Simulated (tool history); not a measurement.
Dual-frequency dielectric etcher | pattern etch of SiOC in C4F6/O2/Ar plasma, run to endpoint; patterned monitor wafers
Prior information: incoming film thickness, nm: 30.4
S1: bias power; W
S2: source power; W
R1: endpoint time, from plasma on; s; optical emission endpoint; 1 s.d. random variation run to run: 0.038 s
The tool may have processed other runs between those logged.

run,day,S1,S2,R1
1,0,446,270,12.118
2,0.158,392,270,12.823
3,0.492,459,280,11.781
4,0.775,459,240,12.496
5,0.942,534,240,11.666
6,1.129,602,240,11.043

Forecast run 7:
7,1.371,609,260,?

{"run 7": {"R1": 10.664}}
